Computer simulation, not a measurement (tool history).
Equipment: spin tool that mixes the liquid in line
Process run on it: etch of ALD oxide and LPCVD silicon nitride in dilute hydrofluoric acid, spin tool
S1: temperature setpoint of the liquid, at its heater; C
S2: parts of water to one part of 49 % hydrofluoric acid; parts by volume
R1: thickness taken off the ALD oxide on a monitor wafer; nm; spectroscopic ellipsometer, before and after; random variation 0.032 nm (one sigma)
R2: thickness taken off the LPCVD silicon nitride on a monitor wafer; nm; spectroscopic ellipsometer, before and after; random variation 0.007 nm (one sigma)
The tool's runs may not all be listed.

Run 1, hour 0.0: S1 23.0 C, S2 60 parts by volume, time under the liquid (s) 65. Result: R1 20.6260 nm, R2 0.50848 nm.
Run 2, hour 1.8: S1 23.0 C, S2 60 parts by volume, time under the liquid (s) 45. Result: R1 14.2530 nm, R2 0.34036 nm.
Run 3, hour 5.1: S1 21.5 C, S2 70 parts by volume, time under the liquid (s) 45. Result: R1 11.1800 nm, R2 0.30457 nm.
Run 4, hour 6.9: S1 21.5 C, S2 80 parts by volume, time under the liquid (s) 45. Result: R1 9.8600 nm, R2 0.24128 nm.
Run 5, hour 14.6: S1 20.0 C, S2 85 parts by volume, time under the liquid (s) 45. Result: R1 8.6190 nm, R2 0.23000 nm.
Run 6, hour 17.7: S1 20.0 C, S2 75 parts by volume, time under the liquid (s) 45. Result: R1 9.8574 nm, R2 0.25154 nm.
Run 7, hour 24.4: S1 19.0 C, S2 80 parts by volume, time under the liquid (s) 45. Result: R1 8.7846 nm, R2 0.19726 nm.
Run 8, hour 27.3: S1 19.0 C, S2 85 parts by volume, time under the liquid (s) 45. Result: R1 8.2760 nm, R2 0.20860 nm.

Predict the results of run 9:
Run 9, hour 34.4: S1 18.5 C, S2 90 parts by volume, time under the liquid (s) 45. Result: R1 ?, R2 ?.

Run 9 measured R1 7.5752 nm, R2 0.18496 nm.

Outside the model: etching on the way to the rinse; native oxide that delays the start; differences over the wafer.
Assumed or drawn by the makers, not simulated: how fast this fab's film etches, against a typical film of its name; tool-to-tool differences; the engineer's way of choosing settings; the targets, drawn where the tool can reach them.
